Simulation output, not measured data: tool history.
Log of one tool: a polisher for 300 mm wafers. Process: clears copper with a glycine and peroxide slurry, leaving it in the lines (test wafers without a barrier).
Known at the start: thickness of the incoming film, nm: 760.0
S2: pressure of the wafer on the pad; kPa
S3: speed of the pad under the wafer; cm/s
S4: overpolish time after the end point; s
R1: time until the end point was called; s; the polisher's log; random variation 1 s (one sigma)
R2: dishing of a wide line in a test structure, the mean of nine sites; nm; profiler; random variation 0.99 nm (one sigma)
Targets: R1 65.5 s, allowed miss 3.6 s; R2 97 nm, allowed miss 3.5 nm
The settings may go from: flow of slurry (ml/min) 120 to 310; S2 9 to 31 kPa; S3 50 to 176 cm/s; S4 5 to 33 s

{"run": 1, "hour": 0.0, "flow of slurry (ml/min)": 200, "S2": 20, "S3": 112, "S4": 17, "R1": 102.98, "R2": 73.391}
{"run": 2, "hour": 3.6, "flow of slurry (ml/min)": 225, "S2": 20, "S3": 112, "S4": 17, "R1": 98.755, "R2": 73.909}
{"run": 3, "hour": 5.6, "flow of slurry (ml/min)": 230, "S2": 21.4, "S3": 112, "S4": 17, "R1": 93.136, "R2": 78.091}
{"run": 4, "hour": 13.7, "flow of slurry (ml/min)": 235, "S2": 22.1, "S3": 112, "S4": 17, "R1": 89.539, "R2": 79.556}
{"run": 5, "hour": 19.4, "flow of slurry (ml/min)": 235, "S2": 26.2, "S3": 112, "S4": 17, "R1": 79.178, "R2": 90.509}
{"run": 6, "hour": 22.4, "flow of slurry (ml/min)": 240, "S2": 26.9, "S3": 112, "S4": 17, "R1": 72.874, "R2": 93.766}
{"run": 7, "hour": 26.0, "flow of slurry (ml/min)": 285, "S2": 28.3, "S3": 112, "S4": 16, "R1": 70.143, "R2": 92.66}
{"run": 8, "hour": 33.3, "flow of slurry (ml/min)": 285, "S2": 29, "S3": 112, "S4": 16, "R1": 69.757, "R2": 93.56}

Which of these 4 next moves meets every target?
{"run": "A", "hour": 40.6, "flow of slurry (ml/min)": 295, "S2": 29, "S3": 84, "S4": 18, "R1": "?", "R2": "?"}
{"run": "B", "hour": 40.6, "flow of slurry (ml/min)": 280, "S2": 26.9, "S3": 112, "S4": 17, "R1": "?", "R2": "?"}
{"run": "C", "hour": 40.6, "flow of slurry (ml/min)": 290, "S2": 27.6, "S3": 132, "S4": 16, "R1": "?", "R2": "?"}
{"run": "D", "hour": 40.6, "flow of slurry (ml/min)": 310, "S2": 25.5, "S3": 116, "S4": 18, "R1": "?", "R2": "?"}

move=A R1=82.083 R2=91.457
move=B R1=75.289 R2=92.455
move=C R1=66.51 R2=96.556
move=D R1=76.531 R2=94.732
A: further off than the last run
B: further off than the last run
C: meets every target
D: further off than the last run
Move C is the one to make.
